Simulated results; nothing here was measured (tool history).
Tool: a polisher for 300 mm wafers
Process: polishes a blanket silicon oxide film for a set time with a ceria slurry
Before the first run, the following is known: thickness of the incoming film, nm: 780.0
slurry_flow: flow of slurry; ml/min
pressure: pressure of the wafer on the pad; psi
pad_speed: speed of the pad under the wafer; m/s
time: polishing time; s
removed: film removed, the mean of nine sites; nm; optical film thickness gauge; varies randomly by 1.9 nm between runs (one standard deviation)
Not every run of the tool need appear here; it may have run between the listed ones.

run,hour,slurry_flow,pressure,pad_speed,time,removed
1,0,165,2.2,1.24,100,332.01
2,7.1,165,1.7,1.24,100,272.07
3,10.6,165,1.7,1.24,100,278.52
4,17.1,160,1.5,1.22,100,255.39
5,24.5,160,1.8,1.22,100,282.71
6,32.5,160,1.6,1.2,100,252.47
7,33.9,145,1,1.18,100,187.57

Estimate the outcome of run 8 from the log above:
8,41.1,150,1,1.18,100,?

{"run 8": {"removed": 185.09}}
